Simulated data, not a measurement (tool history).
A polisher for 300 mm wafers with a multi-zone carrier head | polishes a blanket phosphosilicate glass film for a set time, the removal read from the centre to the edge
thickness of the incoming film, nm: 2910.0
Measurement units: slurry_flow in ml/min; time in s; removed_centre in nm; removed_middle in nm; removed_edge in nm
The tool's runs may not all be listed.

Run 1, day 0.000: slurry_flow 125 ml/min, centre_zone 1.00, middle_zone 1.00, edge_zone 1.00, slurry_solids 1.00, time 85 s. Result: removed_centre 785.53 nm, removed_middle 792.43 nm, removed_edge 796.76 nm.
Run 2, day 0.146: slurry_flow 120 ml/min, centre_zone 0.98, middle_zone 0.99, edge_zone 1.00, slurry_solids 0.95, time 84 s. Result: removed_centre 726.96 nm, removed_middle 745.12 nm, removed_edge 755.83 nm.
Run 3, day 0.512: slurry_flow 120 ml/min, centre_zone 0.98, middle_zone 0.99, edge_zone 1.00, slurry_solids 0.85, time 84 s. Result: removed_centre 680.15 nm, removed_middle 703.31 nm, removed_edge 709.26 nm.
Run 4, day 0.554: slurry_flow 115 ml/min, centre_zone 0.96, middle_zone 0.98, edge_zone 1.00, slurry_solids 0.80, time 84 s. Result: removed_centre 634.73 nm, removed_middle 668.58 nm, removed_edge 682.61 nm.
Run 5, day 0.833: slurry_flow 90 ml/min, centre_zone 0.96, middle_zone 0.98, edge_zone 1.00, slurry_solids 0.80, time 84 s. Result: removed_centre 593.16 nm, removed_middle 623.32 nm, removed_edge 644.86 nm.
Run 6, day 0.950: slurry_flow 120 ml/min, centre_zone 0.96, middle_zone 0.98, edge_zone 1.00, slurry_solids 0.80, time 84 s. Result: removed_centre 639.39 nm, removed_middle 660.48 nm, removed_edge 678.69 nm.
Run 7, day 1.229: slurry_flow 115 ml/min, centre_zone 0.94, middle_zone 0.98, edge_zone 1.00, slurry_solids 0.80, time 84 s. Result: removed_centre 618.63 nm, removed_middle 661.02 nm, removed_edge 677.08 nm.
Run 8, day 1.500: slurry_flow 115 ml/min, centre_zone 0.94, middle_zone 0.98, edge_zone 1.00, slurry_solids 0.80, time 84 s. Result: removed_centre 620.84 nm, removed_middle 662.10 nm, removed_edge 680.76 nm.
Run 9, day 1.712: slurry_flow 80 ml/min, centre_zone 0.84, middle_zone 0.93, edge_zone 0.97, slurry_solids 0.55, time 77 s. Result: removed_centre 340.01 nm, removed_middle 388.16 nm, removed_edge 426.03 nm.
Run 10, day 2.021: slurry_flow 85 ml/min, centre_zone 0.84, middle_zone 0.93, edge_zone 0.98, slurry_solids 0.55, time 77 s. Result: removed_centre 343.86 nm, removed_middle 405.18 nm, removed_edge 436.71 nm.
Run 11, day 2.075: slurry_flow 90 ml/min, centre_zone 0.84, middle_zone 0.93, edge_zone 0.99, slurry_solids 0.55, time 77 s. Result: removed_centre 354.12 nm, removed_middle 410.48 nm, removed_edge 445.37 nm.
Run 12, day 2.142: slurry_flow 90 ml/min, centre_zone 0.84, middle_zone 0.93, edge_zone 0.99, slurry_solids 0.55, time 77 s. Result: removed_centre 350.26 nm, removed_middle 414.14 nm, removed_edge 440.06 nm.
Run 13, day 2.475: slurry_flow 95 ml/min, centre_zone 0.84, middle_zone 0.92, edge_zone 1.01, slurry_solids 0.55, time 77 s. Result: removed_centre 360.51 nm, removed_middle 414.06 nm, removed_edge 457.46 nm.
Run 14, day 2.588: slurry_flow 100 ml/min, centre_zone 0.84, middle_zone 0.92, edge_zone 1.02, slurry_solids 0.55, time 77 s. Result: removed_centre 364.00 nm, removed_middle 418.28 nm, removed_edge 453.94 nm.
Run 15, day 2.617: slurry_flow 135 ml/min, centre_zone 0.81, middle_zone 0.94, edge_zone 1.12, slurry_solids 0.75, time 77 s. Result: removed_centre 493.33 nm, removed_middle 581.80 nm, removed_edge 643.10 nm.
Run 16, day 2.958: slurry_flow 130 ml/min, centre_zone 0.81, middle_zone 0.94, edge_zone 1.11, slurry_solids 0.75, time 77 s. Result: removed_centre 488.62 nm, removed_middle 573.20 nm, removed_edge 637.52 nm.
Run 17, day 3.325: slurry_flow 125 ml/min, centre_zone 0.81, middle_zone 0.94, edge_zone 1.10, slurry_solids 0.75, time 77 s. Result: removed_centre 473.98 nm, removed_middle 578.33 nm, removed_edge 634.86 nm.
Run 18, day 3.492: slurry_flow 120 ml/min, centre_zone 0.81, middle_zone 0.94, edge_zone 1.08, slurry_solids 0.75, time 77 s. Result: removed_centre 469.05 nm, removed_middle 555.52 nm, removed_edge 626.64 nm.
Run 19, day 3.858: slurry_flow 115 ml/min, centre_zone 0.81, middle_zone 0.94, edge_zone 1.06, slurry_solids 0.75, time 77 s. Result: removed_centre 465.58 nm, removed_middle 563.57 nm, removed_edge 607.57 nm.

Run 20 comes next. What will it give?
Run 20, day 3.892: slurry_flow 110 ml/min, centre_zone 0.81, middle_zone 0.94, edge_zone 1.05, slurry_solids 0.75, time 77 s. Result: removed_centre ?, removed_middle ?, removed_edge ?.

removed_centre: 466.78 nm
removed_middle: 548.66 nm
removed_edge: 601.18 nm

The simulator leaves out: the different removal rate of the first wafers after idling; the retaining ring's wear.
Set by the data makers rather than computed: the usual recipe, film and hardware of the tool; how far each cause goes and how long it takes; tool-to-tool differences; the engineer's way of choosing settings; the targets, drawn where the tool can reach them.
